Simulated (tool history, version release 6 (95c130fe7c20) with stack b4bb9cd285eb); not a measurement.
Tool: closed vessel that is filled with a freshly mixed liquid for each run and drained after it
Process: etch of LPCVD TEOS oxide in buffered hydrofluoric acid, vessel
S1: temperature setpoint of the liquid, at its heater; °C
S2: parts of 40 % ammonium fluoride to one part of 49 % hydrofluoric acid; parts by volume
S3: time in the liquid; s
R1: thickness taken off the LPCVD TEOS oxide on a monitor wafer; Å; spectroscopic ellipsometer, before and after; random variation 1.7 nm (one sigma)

run	hour	S1	S2	S3	R1
1	0.0	23.0	23.0	95	1354.1
2	5.5	20.5	23.0	95	1181.8
3	10.3	20.5	20.5	95	1283.5
4	11.0	20.5	20.5	105	1433.9
5	17.9	17.5	20.5	105	1187.8
6	22.3	19.0	20.5	105	1309.4
7	28.0	20.5	20.5	105	1411.2
8	32.6	21.5	20.5	105	1482.4
9	39.8	22.5	20.5	105	1589.3

Forecast run 10:
10	45.3	22.5	20.5	105	?

R1: 1589.2 Å
